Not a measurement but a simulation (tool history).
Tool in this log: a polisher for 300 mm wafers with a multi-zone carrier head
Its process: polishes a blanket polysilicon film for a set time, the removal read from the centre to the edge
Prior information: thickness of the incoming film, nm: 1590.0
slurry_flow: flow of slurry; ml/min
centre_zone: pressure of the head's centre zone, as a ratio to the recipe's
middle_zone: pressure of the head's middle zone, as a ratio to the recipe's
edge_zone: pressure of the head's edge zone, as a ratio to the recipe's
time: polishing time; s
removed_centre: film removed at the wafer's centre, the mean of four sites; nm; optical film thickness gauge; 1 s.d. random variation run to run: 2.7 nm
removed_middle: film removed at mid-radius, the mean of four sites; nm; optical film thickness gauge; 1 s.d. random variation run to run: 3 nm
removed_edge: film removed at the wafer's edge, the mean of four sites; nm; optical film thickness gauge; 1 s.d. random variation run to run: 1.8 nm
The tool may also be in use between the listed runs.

{"run": 1, "hour": 0.0, "slurry_flow": 150, "centre_zone": 1.0, "middle_zone": 1.0, "edge_zone": 1.0, "time": 54, "removed_centre": 423.6, "removed_middle": 420.82, "removed_edge": 444.96}
{"run": 2, "hour": 6.7, "slurry_flow": 150, "centre_zone": 1.0, "middle_zone": 1.0, "edge_zone": 1.08, "time": 54, "removed_centre": 415.71, "removed_middle": 418.11, "removed_edge": 465.03}
{"run": 3, "hour": 14.6, "slurry_flow": 150, "centre_zone": 1.0, "middle_zone": 1.09, "edge_zone": 1.08, "time": 54, "removed_centre": 418.55, "removed_middle": 453.31, "removed_edge": 468.02}
{"run": 4, "hour": 22.9, "slurry_flow": 145, "centre_zone": 0.97, "middle_zone": 1.08, "edge_zone": 1.02, "time": 46, "removed_centre": 349.09, "removed_middle": 373.7, "removed_edge": 379.18}
{"run": 5, "hour": 31.6, "slurry_flow": 145, "centre_zone": 0.97, "middle_zone": 1.08, "edge_zone": 1.02, "time": 36, "removed_centre": 273.78, "removed_middle": 292.79, "removed_edge": 300.3}
{"run": 6, "hour": 37.3, "slurry_flow": 145, "centre_zone": 0.91, "middle_zone": 1.08, "edge_zone": 1.02, "time": 36, "removed_centre": 258.42, "removed_middle": 288.47, "removed_edge": 305.22}
{"run": 7, "hour": 44.6, "slurry_flow": 135, "centre_zone": 0.89, "middle_zone": 1.1, "edge_zone": 0.97, "time": 35, "removed_centre": 236.02, "removed_middle": 280.03, "removed_edge": 282.86}
{"run": 8, "hour": 47.2, "slurry_flow": 125, "centre_zone": 0.9, "middle_zone": 1.1, "edge_zone": 0.93, "time": 35, "removed_centre": 238.68, "removed_middle": 277.53, "removed_edge": 271.92}
{"run": 9, "hour": 53.5, "slurry_flow": 100, "centre_zone": 0.86, "middle_zone": 1.09, "edge_zone": 0.84, "time": 33, "removed_centre": 198.67, "removed_middle": 245.97, "removed_edge": 233.05}

Run 10, settings as shown, results not yet in. Your forecast:
{"run": 10, "hour": 55.8, "slurry_flow": 110, "centre_zone": 0.87, "middle_zone": 1.09, "edge_zone": 0.84, "time": 33, "removed_centre": "?", "removed_middle": "?", "removed_edge": "?"}

Run 10 came out at removed_centre 208.31 nm, removed_middle 249.50 nm, removed_edge 236.21 nm.
